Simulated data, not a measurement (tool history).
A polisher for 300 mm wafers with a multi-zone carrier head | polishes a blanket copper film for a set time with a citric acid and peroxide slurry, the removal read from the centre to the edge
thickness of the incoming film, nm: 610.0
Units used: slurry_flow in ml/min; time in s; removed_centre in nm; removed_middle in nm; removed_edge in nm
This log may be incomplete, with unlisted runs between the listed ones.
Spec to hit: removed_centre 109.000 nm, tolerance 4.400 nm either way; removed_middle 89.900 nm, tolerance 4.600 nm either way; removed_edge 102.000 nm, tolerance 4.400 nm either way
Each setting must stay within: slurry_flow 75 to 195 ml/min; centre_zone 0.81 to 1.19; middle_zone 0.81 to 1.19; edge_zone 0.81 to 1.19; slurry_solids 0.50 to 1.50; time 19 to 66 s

run,hour,slurry_flow,centre_zone,middle_zone,edge_zone,slurry_solids,time,removed_centre,removed_middle,removed_edge
1,0.0,125,1.00,1.00,1.00,1.00,42,71.903,70.870,70.488
2,1.2,125,0.95,1.00,1.00,1.00,42,66.262,70.686,69.139
3,8.9,125,0.89,1.00,1.00,1.00,42,62.535,67.488,69.309
4,9.6,130,0.93,0.97,1.02,1.10,43,69.224,72.087,72.761
5,17.1,130,0.93,0.97,1.02,0.95,43,66.430,68.218,72.072
6,24.5,130,0.88,0.97,1.02,0.95,43,62.192,70.942,72.060
7,30.4,165,0.98,1.00,1.11,1.20,51,93.040,91.464,97.046
8,34.0,165,0.98,1.00,1.11,1.20,51,91.646,93.770,95.652
9,42.0,165,1.00,0.98,1.12,1.20,51,95.796,91.820,95.209
10,43.9,165,1.00,0.95,1.13,1.25,52,97.907,93.204,99.723

Next run, 4 choices. One meets every target within its allowed miss, the rest don't. Which?
A,45.8,155,0.94,0.82,1.18,1.35,54,?,?,?
B,45.8,140,0.91,0.94,1.14,1.40,50,?,?,?
C,45.8,145,0.90,0.88,1.16,1.05,52,?,?,?
D,45.8,150,1.10,0.87,1.14,1.45,52,?,?,?

move,removed_centre,removed_middle,removed_edge
A,94.248,92.141,105.310
B,83.396,90.949,95.177
C,80.864,85.927,93.974
D,107.410,92.493,100.810
A: its largest miss is bigger than the last run's
B: its largest miss is bigger than the last run's
C: its largest miss is bigger than the last run's
D: each result inside its tolerance
The move that meets every target is D.

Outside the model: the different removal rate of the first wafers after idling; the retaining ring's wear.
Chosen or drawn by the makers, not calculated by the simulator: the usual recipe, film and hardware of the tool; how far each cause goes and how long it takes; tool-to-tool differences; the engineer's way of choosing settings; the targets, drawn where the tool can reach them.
